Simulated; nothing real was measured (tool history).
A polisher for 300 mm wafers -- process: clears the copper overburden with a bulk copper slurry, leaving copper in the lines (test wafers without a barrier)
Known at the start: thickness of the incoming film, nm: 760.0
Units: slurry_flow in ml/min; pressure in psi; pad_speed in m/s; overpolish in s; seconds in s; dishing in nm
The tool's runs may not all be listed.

{"run": 1, "hour": 0.0, "slurry_flow": 180, "pressure": 2.3, "pad_speed": 1.16, "slurry_solids": 1, "overpolish": 17, "seconds": 93.737, "dishing": 98.415}
{"run": 2, "hour": 4.5, "slurry_flow": 180, "pressure": 2.3, "pad_speed": 1.16, "slurry_solids": 1, "overpolish": 24, "seconds": 90.353, "dishing": 119.17}
{"run": 3, "hour": 8.2, "slurry_flow": 180, "pressure": 2.3, "pad_speed": 1.16, "slurry_solids": 1, "overpolish": 27, "seconds": 90.014, "dishing": 124.61}
{"run": 4, "hour": 16.1, "slurry_flow": 180, "pressure": 2.3, "pad_speed": 1.16, "slurry_solids": 1, "overpolish": 31, "seconds": 91.049, "dishing": 135.54}
{"run": 5, "hour": 21.8, "slurry_flow": 180, "pressure": 2.8, "pad_speed": 1.16, "slurry_solids": 1, "overpolish": 31, "seconds": 78.396, "dishing": 148.28}
{"run": 6, "hour": 24.0, "slurry_flow": 180, "pressure": 2.4, "pad_speed": 1.12, "slurry_solids": 1, "overpolish": 28, "seconds": 90.016, "dishing": 128.31}
{"run": 7, "hour": 27.1, "slurry_flow": 180, "pressure": 2.1, "pad_speed": 1.1, "slurry_solids": 1, "overpolish": 26, "seconds": 104.04, "dishing": 113.74}
{"run": 8, "hour": 33.3, "slurry_flow": 180, "pressure": 2, "pad_speed": 1.1, "slurry_solids": 1, "overpolish": 24, "seconds": 104.45, "dishing": 108.5}
{"run": 9, "hour": 39.6, "slurry_flow": 180, "pressure": 1.9, "pad_speed": 1.08, "slurry_solids": 1, "overpolish": 23, "seconds": 113.73, "dishing": 98.695}

What does the tool deliver on the next run?
{"run": 10, "hour": 41.2, "slurry_flow": 180, "pressure": 1.8, "pad_speed": 1.08, "slurry_solids": 1, "overpolish": 23, "seconds": "?", "dishing": "?"}

seconds: 120.74 s
dishing: 95.986 nm
